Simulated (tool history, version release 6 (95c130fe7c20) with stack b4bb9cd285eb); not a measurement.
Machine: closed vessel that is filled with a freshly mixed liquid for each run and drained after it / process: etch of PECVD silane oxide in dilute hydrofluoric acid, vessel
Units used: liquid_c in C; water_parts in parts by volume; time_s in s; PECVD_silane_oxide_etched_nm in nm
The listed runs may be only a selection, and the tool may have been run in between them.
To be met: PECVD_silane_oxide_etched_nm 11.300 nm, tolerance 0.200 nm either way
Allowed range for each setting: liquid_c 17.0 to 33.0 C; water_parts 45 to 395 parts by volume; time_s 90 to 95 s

run  hour  liquid_c  water_parts  time_s  PECVD_silane_oxide_etched_nm
  1   0.0      25.0          220      90                        10.376
  2   2.6      25.5          220      90                        10.430
  3   4.9      25.5          180      90                        13.384
  4   8.8      24.5          180      90                        12.977
  5  14.7      24.5          115      90                        21.781
  6  23.9      24.5          180      90                        12.955
  7  30.8      24.0          180      90                        12.739
     39.2  -- thermometer replaced
  8  39.2      23.5          180      90                        11.998
  9  47.8      23.0          180      90                        11.665

Below are 5 possible settings for the next run. Only one of them brings all results inside the allowed miss of their targets. Which is it?
  A  56.4      24.0          200      95                             ?
  B  56.4      23.5          190      95                             ?
  C  56.4      20.0          170      95                             ?
  D  56.4      24.5          185      90                             ?
  E  56.4      23.0          175      90                             ?

move  PECVD_silane_oxide_etched_nm
   A                        11.179
   B                        11.675
   C                        11.650
   D                        11.855
   E                        11.977
A: every result within its allowed miss
B: about the same distance from the targets as the last run
C: about the same distance from the targets as the last run
D: misses by more than the last run did
E: misses by more than the last run did
A is the move that brings every result within its allowed miss.
